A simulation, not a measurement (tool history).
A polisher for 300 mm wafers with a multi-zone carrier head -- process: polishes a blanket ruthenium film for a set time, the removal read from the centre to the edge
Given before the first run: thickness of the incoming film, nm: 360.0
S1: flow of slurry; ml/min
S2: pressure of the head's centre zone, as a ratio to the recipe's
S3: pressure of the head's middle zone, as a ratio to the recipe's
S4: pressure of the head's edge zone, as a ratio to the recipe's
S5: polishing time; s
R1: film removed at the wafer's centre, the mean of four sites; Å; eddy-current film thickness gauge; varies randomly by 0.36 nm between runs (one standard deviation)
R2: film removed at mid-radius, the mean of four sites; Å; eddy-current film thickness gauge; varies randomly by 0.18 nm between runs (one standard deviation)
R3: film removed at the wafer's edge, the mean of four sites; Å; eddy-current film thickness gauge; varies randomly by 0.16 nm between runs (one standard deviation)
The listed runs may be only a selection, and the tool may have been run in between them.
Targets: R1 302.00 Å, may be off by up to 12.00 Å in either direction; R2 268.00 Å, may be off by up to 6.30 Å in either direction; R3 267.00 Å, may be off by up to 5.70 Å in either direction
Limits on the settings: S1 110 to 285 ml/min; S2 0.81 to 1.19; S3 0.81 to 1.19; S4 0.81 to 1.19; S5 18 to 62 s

run,hour,S1,S2,S3,S4,S5,R1,R2,R3
1,0.0,180,1.00,1.00,1.00,40,485.43,479.27,486.99
2,7.8,175,1.01,0.98,0.96,35,436.71,410.51,422.15
3,14.1,170,1.01,0.98,0.93,31,382.93,365.20,365.52
4,20.7,170,1.01,1.02,0.93,31,375.88,374.63,364.63
5,23.9,165,1.02,1.00,0.91,29,356.00,344.23,337.97
6,26.7,165,0.98,1.00,0.91,29,336.72,343.26,336.66
7,31.2,160,0.99,0.98,0.89,28,342.68,329.25,323.50
8,32.0,130,0.96,0.91,0.81,21,235.63,226.27,227.86
9,32.8,130,0.96,0.91,0.81,21,236.52,225.05,227.53
10,36.2,130,0.96,0.91,0.81,21,240.00,224.32,227.06
11,44.4,155,0.97,0.91,0.81,21,243.52,231.57,230.26
12,52.7,205,1.07,0.93,0.91,22,289.37,250.65,259.53

Consider the 5 candidate settings below. Which is the only one whose results all fall within their allowed miss of target?
A,61.0,200,1.05,1.01,0.96,21,?,?,?
B,61.0,235,1.10,0.99,0.95,22,?,?,?
C,61.0,205,1.16,0.83,0.93,21,?,?,?
D,61.0,170,1.04,0.89,0.92,23,?,?,?
E,61.0,195,1.11,1.08,0.95,21,?,?,?

move,R1,R2,R3
A,271.41,257.41,256.58
B,301.78,269.54,270.86
C,296.94,219.09,253.88
D,288.62,249.11,272.31
E,284.33,271.68,254.57
A: an improvement on the last run, though not all results are within tolerance
B: in spec on every target
C: the biggest miss grows against the last run
D: the biggest miss grows against the last run
E: the furthest-off result lands on target, but another misses its tolerance
Go with B: it meets all targets.
